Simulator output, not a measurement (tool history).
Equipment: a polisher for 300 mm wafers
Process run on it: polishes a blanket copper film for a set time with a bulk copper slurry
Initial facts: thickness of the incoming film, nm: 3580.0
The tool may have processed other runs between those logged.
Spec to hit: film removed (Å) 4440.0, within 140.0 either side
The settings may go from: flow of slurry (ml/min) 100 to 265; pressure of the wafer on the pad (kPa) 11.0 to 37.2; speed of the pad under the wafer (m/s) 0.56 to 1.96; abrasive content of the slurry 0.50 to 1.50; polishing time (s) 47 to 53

run  hour  flow of slurry (ml/min)  pressure of the wafer on the pad (kPa)  speed of the pad under the wafer (m/s)  abrasive content of the slurry  polishing time (s)  film removed (Å)
  1   0.0                      170                                    24.1                                    1.26                            1.00                  53            6282.1
  2   1.5                      170                                    24.1                                    1.50                            1.00                  53            7333.0
  3   5.0                      185                                    24.1                                    1.50                            1.00                  53            7466.6
  4  12.7                      160                                    24.1                                    1.50                            1.00                  53            7266.7
  5  13.5                      155                                    22.1                                    1.50                            1.00                  53            6676.9
  6  19.1                      155                                    24.8                                    1.50                            1.00                  53            7353.4
  7  27.7                      150                                    22.1                                    1.50                            1.00                  53            6719.0
  8  31.3                      150                                    20.0                                    1.50                            1.00                  53            5937.7
  9  35.4                      145                                    18.6                                    1.50                            1.00                  53            5482.3
 10  39.2                      140                                    17.9                                    1.50                            1.00                  53            5354.0
 11  47.1                      135                                    17.2                                    1.50                            1.00                  53            5163.0
 12  49.1                      135                                    16.5                                    1.50                            1.00                  53            4872.3
 13  56.2                      130                                    16.5                                    1.50                            1.00                  53            4955.5
 14  60.3                      130                                    15.9                                    1.50                            1.00                  53            4726.7

Pick the move, out of 5, that brings all results within their allowed miss; only one does.
  A  64.4                      130                                    18.6                                    1.34                            1.00                  53                 ?
  B  64.4                      135                                    19.3                                    1.44                            1.00                  49                 ?
  C  64.4                      120                                    17.9                                    1.46                            1.05                  53                 ?
  D  64.4                      115                                    16.5                                    1.60                            1.10                  53                 ?
  E  64.4                      135                                    17.9                                    1.36                            0.90                  49                 ?

move  film removed (Å)
   A            5000.9
   B            5134.7
   C            5213.9
   D            5274.4
   E            4435.1
A: further off than the last run
B: further off than the last run
C: further off than the last run
D: further off than the last run
E: every result lands within tolerance
Answer: E

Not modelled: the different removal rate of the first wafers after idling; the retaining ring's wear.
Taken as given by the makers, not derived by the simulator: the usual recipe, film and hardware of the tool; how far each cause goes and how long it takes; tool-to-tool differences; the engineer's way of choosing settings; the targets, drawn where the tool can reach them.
